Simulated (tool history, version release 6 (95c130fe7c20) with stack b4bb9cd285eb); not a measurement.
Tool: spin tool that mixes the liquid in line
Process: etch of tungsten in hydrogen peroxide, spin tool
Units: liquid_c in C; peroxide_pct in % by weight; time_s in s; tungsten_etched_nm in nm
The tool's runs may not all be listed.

Run 1, day 0.000: liquid_c 53.0 C, peroxide_pct 21.0 % by weight, time_s 15 s. Result: tungsten_etched_nm 25.330 nm.
Run 2, day 0.121: liquid_c 52.5 C, peroxide_pct 21.0 % by weight, time_s 15 s. Result: tungsten_etched_nm 24.674 nm.
Run 3, day 0.208: liquid_c 57.0 C, peroxide_pct 21.0 % by weight, time_s 15 s. Result: tungsten_etched_nm 32.430 nm.
Run 4, day 0.442: liquid_c 55.5 C, peroxide_pct 21.0 % by weight, time_s 15 s. Result: tungsten_etched_nm 29.779 nm.
Run 5, day 0.508: liquid_c 55.5 C, peroxide_pct 22.5 % by weight, time_s 15 s. Result: tungsten_etched_nm 30.705 nm.
Run 6, day 0.796: liquid_c 54.5 C, peroxide_pct 22.5 % by weight, time_s 15 s. Result: tungsten_etched_nm 29.079 nm.
Run 7, day 0.929: liquid_c 53.5 C, peroxide_pct 22.5 % by weight, time_s 15 s. Result: tungsten_etched_nm 27.279 nm.
Run 8, day 1.117: liquid_c 53.0 C, peroxide_pct 22.5 % by weight, time_s 15 s. Result: tungsten_etched_nm 26.469 nm.
Run 9, day 1.304: liquid_c 50.0 C, peroxide_pct 22.5 % by weight, time_s 15 s. Result: tungsten_etched_nm 21.962 nm.

The next listed run, before its measurement:
Run 10, day 1.358: liquid_c 50.0 C, peroxide_pct 22.5 % by weight, time_s 15 s. Result: tungsten_etched_nm ?.

tungsten_etched_nm: 21.853 nm
